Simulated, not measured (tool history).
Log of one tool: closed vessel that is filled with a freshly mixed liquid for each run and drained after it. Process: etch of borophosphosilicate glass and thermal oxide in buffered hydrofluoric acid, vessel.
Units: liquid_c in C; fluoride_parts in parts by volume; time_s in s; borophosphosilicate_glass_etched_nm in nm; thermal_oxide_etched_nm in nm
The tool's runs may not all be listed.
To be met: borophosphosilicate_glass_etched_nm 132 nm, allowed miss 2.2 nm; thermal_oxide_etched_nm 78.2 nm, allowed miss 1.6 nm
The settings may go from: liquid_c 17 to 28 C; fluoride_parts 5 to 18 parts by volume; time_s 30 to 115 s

| run | hour | liquid_c | fluoride_parts | time_s | borophosphosilicate_glass_etched_nm | thermal_oxide_etched_nm |
|---|---|---|---|---|---|---|
| 1 | 0 | 20 | 11 | 60 | 87.745 | 51.927 |
| 2 | 4.7 | 20 | 11 | 45 | 66.057 | 39.095 |
| 3 | 9.2 | 17.5 | 11 | 45 | 57.677 | 33.966 |
| 4 | 13.7 | 19 | 10.5 | 45 | 66.008 | 38.857 |
| 5 | 20.1 | 19 | 12 | 45 | 57.222 | 33.822 |
| 6 | 23.3 | 19 | 12 | 65 | 82.78 | 49.044 |
| 7 | 32 | 20 | 12 | 65 | 88.125 | 51.796 |
| 8 | 37.2 | 21 | 12 | 65 | 93.026 | 54.541 |
| 9 | 42.8 | 22 | 12 | 65 | 97.05 | 57.852 |

Which of these 4 next moves meets every target?
| A | 48.4 | 27.5 | 13.5 | 75 | ? | ? |
| B | 48.4 | 21 | 11 | 85 | ? | ? |
| C | 48.4 | 18.5 | 9.5 | 90 | ? | ? |
| D | 48.4 | 26.5 | 12.5 | 75 | ? | ? |

| move | borophosphosilicate_glass_etched_nm | thermal_oxide_etched_nm |
|---|---|---|
| A | 136.18 | 80.083 |
| B | 132.98 | 77.811 |
| C | 139.14 | 81.162 |
| D | 139.3 | 81.846 |
A: takes the result that was furthest off past its target
B: meets every target
C: takes the result that was furthest off past its target
D: takes the result that was furthest off past its target
Answer: B
